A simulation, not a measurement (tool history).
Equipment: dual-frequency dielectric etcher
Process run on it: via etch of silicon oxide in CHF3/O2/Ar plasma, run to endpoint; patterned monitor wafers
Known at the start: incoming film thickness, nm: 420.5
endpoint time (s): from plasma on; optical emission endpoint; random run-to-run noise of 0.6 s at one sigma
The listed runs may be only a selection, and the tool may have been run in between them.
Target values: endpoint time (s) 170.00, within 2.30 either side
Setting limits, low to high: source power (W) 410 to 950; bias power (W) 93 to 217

Run 1, hour 0.0: source power (W) 680, bias power (W) 155. Result: endpoint time (s) 211.51.
Run 2, hour 2.0: source power (W) 680, bias power (W) 138. Result: endpoint time (s) 226.01.
Run 3, hour 3.1: source power (W) 680, bias power (W) 165. Result: endpoint time (s) 205.23.
Run 4, hour 6.7: source power (W) 680, bias power (W) 142. Result: endpoint time (s) 221.72.
Run 5, hour 9.4: source power (W) 570, bias power (W) 142. Result: endpoint time (s) 237.65.
Run 6, hour 15.9: source power (W) 670, bias power (W) 151. Result: endpoint time (s) 214.97.
Run 7, hour 19.8: source power (W) 740, bias power (W) 156. Result: endpoint time (s) 203.47.
Run 8, hour 22.5: source power (W) 800, bias power (W) 161. Result: endpoint time (s) 193.81.

5 candidate next runs follow, results not yet known. Just one meets every target within its allowed miss. Identify it.
Run A, hour 25.2: source power (W) 940, bias power (W) 208. Result: endpoint time (s) ?.
Run B, hour 25.2: source power (W) 820, bias power (W) 206. Result: endpoint time (s) ?.
Run C, hour 25.2: source power (W) 840, bias power (W) 214. Result: endpoint time (s) ?.
Run D, hour 25.2: source power (W) 950, bias power (W) 197. Result: endpoint time (s) ?.
Run E, hour 25.2: source power (W) 860, bias power (W) 184. Result: endpoint time (s) ?.

move  endpoint time (s)
   A             160.02
   B             169.72
   C             165.05
   D             163.55
   E             175.91
A: takes the result that was furthest off past its target
B: each result inside its tolerance
C: takes the result that was furthest off past its target
D: takes the result that was furthest off past its target
E: gains on the last run, yet a result remains outside its allowed miss
The move that meets every target is B.
